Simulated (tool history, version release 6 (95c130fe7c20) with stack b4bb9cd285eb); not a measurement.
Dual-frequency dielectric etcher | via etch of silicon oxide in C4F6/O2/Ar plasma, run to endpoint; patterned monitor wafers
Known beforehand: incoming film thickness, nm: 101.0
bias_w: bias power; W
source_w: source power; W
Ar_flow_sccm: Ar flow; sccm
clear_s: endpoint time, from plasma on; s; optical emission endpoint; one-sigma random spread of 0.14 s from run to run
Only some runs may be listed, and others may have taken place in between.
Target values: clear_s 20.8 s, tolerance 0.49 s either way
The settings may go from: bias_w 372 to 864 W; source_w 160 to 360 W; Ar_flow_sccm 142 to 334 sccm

run 1 hour=0 | bias_w=618 source_w=260 Ar_flow_sccm=238 | clear_s=22.615
run 2 hour=5.5 | bias_w=650 source_w=260 Ar_flow_sccm=237 | clear_s=22.106
run 3 hour=7.4 | bias_w=650 source_w=280 Ar_flow_sccm=237 | clear_s=21.705
run 4 hour=15.7 | bias_w=650 source_w=240 Ar_flow_sccm=237 | clear_s=22.999
run 5 hour=19.9 | bias_w=691 source_w=250 Ar_flow_sccm=236 | clear_s=22.151
run 6 hour=23.2 | bias_w=718 source_w=250 Ar_flow_sccm=235 | clear_s=21.809
-- hour=31.4 source power generator calibrated
run 7 hour=31.4 | bias_w=738 source_w=250 Ar_flow_sccm=234 | clear_s=22.039
run 8 hour=39.6 | bias_w=754 source_w=260 Ar_flow_sccm=232 | clear_s=21.23

Which one of the following 4 next-run settings gets every result inside its allowed miss? There is exactly one.
run A hour=47.8 | bias_w=796 source_w=240 Ar_flow_sccm=222 | clear_s=?
run B hour=47.8 | bias_w=750 source_w=260 Ar_flow_sccm=283 | clear_s=?
run C hour=47.8 | bias_w=676 source_w=250 Ar_flow_sccm=204 | clear_s=?
run D hour=47.8 | bias_w=794 source_w=250 Ar_flow_sccm=192 | clear_s=?

move=A clear_s=21.47
move=B clear_s=21.944
move=C clear_s=22.16
move=D clear_s=20.625
A: lands further from the targets than the last run did
B: lands further from the targets than the last run did
C: lands further from the targets than the last run did
D: hits every target within its allowed miss
The right move is D.
